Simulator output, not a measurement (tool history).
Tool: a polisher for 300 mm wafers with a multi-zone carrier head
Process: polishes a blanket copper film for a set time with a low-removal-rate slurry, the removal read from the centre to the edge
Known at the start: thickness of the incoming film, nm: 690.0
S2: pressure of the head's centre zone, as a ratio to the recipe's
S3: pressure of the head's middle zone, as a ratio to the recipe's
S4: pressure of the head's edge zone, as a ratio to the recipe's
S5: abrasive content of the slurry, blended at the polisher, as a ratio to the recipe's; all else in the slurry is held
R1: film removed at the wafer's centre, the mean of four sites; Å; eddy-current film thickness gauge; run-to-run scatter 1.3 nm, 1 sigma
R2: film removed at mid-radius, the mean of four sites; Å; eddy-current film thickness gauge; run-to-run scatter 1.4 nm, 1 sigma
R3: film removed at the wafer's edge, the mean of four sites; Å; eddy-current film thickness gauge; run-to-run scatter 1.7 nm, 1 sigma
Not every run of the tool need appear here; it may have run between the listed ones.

run 1 hour=0 | flow_of_slurry_(ml/min)=225 S2=1 S3=1 S4=1 S5=1 polishing_time_(s)=63 | R1=2292.8 R2=2184.7 R3=2220.7
run 2 hour=6 | flow_of_slurry_(ml/min)=255 S2=1 S3=1 S4=1 S5=1 polishing_time_(s)=63 | R1=2303.2 R2=2263.4 R3=2274.7
run 3 hour=15 | flow_of_slurry_(ml/min)=255 S2=1 S3=1.03 S4=1 S5=1 polishing_time_(s)=63 | R1=2314.1 R2=2347.4 R3=2291.1
run 4 hour=19.7 | flow_of_slurry_(ml/min)=310 S2=1 S3=1.03 S4=1 S5=1 polishing_time_(s)=63 | R1=2374.1 R2=2372.1 R3=2307.8
run 5 hour=24.3 | flow_of_slurry_(ml/min)=340 S2=1 S3=1.03 S4=1 S5=1 polishing_time_(s)=63 | R1=2379.3 R2=2382.1 R3=2323.2
run 6 hour=30.3 | flow_of_slurry_(ml/min)=340 S2=0.99 S3=1.03 S4=0.98 S5=0.95 polishing_time_(s)=60 | R1=2200.7 R2=2238.4 R3=2158
run 7 hour=32.1 | flow_of_slurry_(ml/min)=340 S2=0.98 S3=1.03 S4=0.96 S5=0.9 polishing_time_(s)=57 | R1=2040.5 R2=2123.3 R3=2024.4

What will run 8 give?
run 8 hour=35.6 | flow_of_slurry_(ml/min)=340 S2=0.97 S3=1.03 S4=0.95 S5=0.85 polishing_time_(s)=55 | R1=? R2=? R3=?

{"run 8": {"R1": 1918.5, "R2": 2023.5, "R3": 1932}}
